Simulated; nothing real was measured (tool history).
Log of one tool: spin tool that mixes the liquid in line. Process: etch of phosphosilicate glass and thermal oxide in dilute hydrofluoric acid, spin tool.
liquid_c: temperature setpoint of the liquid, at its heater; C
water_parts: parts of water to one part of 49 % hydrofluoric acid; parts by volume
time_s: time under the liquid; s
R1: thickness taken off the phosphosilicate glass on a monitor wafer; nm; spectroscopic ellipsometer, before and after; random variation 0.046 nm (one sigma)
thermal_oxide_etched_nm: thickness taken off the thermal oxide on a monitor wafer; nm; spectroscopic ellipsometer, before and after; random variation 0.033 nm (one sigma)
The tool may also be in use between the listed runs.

{"run": 1, "day": 0.0, "liquid_c": 23, "water_parts": 195, "time_s": 30, "R1": 7.8296, "thermal_oxide_etched_nm": 0.64591}
{"run": 2, "day": 0.158, "liquid_c": 22, "water_parts": 195, "time_s": 30, "R1": 7.581, "thermal_oxide_etched_nm": 0.67485}
{"run": 3, "day": 0.246, "liquid_c": 22, "water_parts": 155, "time_s": 30, "R1": 9.8822, "thermal_oxide_etched_nm": 0.90125}
{"run": 4, "day": 0.617, "liquid_c": 21, "water_parts": 155, "time_s": 30, "R1": 9.5669, "thermal_oxide_etched_nm": 0.74727}
{"run": 5, "day": 0.704, "liquid_c": 21, "water_parts": 155, "time_s": 25, "R1": 7.899, "thermal_oxide_etched_nm": 0.73447}
{"run": 6, "day": 0.942, "liquid_c": 20, "water_parts": 155, "time_s": 25, "R1": 7.6548, "thermal_oxide_etched_nm": 0.60387}
{"run": 7, "day": 1.108, "liquid_c": 20, "water_parts": 160, "time_s": 25, "R1": 7.3466, "thermal_oxide_etched_nm": 0.55737}

Forecast run 8:
{"run": 8, "day": 1.292, "liquid_c": 20, "water_parts": 165, "time_s": 25, "R1": "?", "thermal_oxide_etched_nm": "?"}

Run 8 gave R1 7.0821 nm, thermal_oxide_etched_nm 0.56587 nm.

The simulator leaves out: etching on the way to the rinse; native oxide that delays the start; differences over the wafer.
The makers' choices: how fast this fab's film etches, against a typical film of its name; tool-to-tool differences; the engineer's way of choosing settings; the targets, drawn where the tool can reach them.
